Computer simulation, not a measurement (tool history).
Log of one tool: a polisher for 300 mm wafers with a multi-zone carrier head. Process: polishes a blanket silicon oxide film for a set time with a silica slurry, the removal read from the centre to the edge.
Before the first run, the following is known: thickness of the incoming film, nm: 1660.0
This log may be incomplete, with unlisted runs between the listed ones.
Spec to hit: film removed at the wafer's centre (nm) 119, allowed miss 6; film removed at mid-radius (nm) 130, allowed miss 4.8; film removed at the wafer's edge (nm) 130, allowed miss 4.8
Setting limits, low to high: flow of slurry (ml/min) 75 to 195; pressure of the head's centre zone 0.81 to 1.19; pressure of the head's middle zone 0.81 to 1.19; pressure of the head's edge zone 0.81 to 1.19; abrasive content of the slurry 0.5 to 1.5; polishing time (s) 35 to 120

run,hour,flow of slurry (ml/min),pressure of the head's centre zone,pressure of the head's middle zone,pressure of the head's edge zone,abrasive content of the slurry,polishing time (s),film removed at the wafer's centre (nm),film removed at mid-radius (nm),film removed at the wafer's edge (nm)
1,0,125,1,1,1,1,77,170.96,181.85,189.29
2,3.4,120,0.99,1,0.97,0.9,76,156,162.38,165.32
3,4,120,0.99,0.96,0.97,0.9,76,156.31,163.2,166.46
4,12.5,110,0.97,0.95,0.96,0.85,76,140.54,147.36,156.54
5,16.3,105,0.96,0.95,0.93,0.85,76,136.99,145.33,153.73
6,21.2,105,0.96,0.96,0.91,0.8,76,135.02,136.57,142.9
7,28.5,100,0.95,0.98,0.9,0.8,76,128.47,138.25,140.74
8,37,95,0.95,0.98,0.89,0.8,76,125.06,137.79,137.63
9,42.1,80,0.96,0.95,0.85,0.75,76,107.29,116.73,118.54
10,48.5,85,0.95,0.95,0.85,0.75,76,112.08,120.61,123.39
11,56.3,90,0.94,0.96,0.85,0.75,76,114.71,123.15,126.54
12,59.9,90,0.94,0.97,0.85,0.75,76,111.61,122.42,124.66

Which of these 5 next moves meets every target?
A,63.5,75,1.05,1.08,0.81,0.8,71,?,?,?
B,63.5,75,0.86,0.99,0.87,0.75,80,?,?,?
C,63.5,105,1.01,1.11,0.94,0.8,62,?,?,?
D,63.5,75,0.96,0.98,0.81,0.9,72,?,?,?
E,63.5,85,0.9,0.96,0.82,0.65,87,?,?,?

move,film removed at the wafer's centre (nm),film removed at mid-radius (nm),film removed at the wafer's edge (nm)
A,115.71,123.76,117.58
B,100.03,122.69,128.67
C,112.59,125.15,119.45
D,118.51,129.06,132.04
E,102.67,116.45,119.32
A: lands further from the targets than the last run did
B: lands further from the targets than the last run did
C: lands further from the targets than the last run did
D: hits every target within its allowed miss
E: lands further from the targets than the last run did
Move D is the one to make.
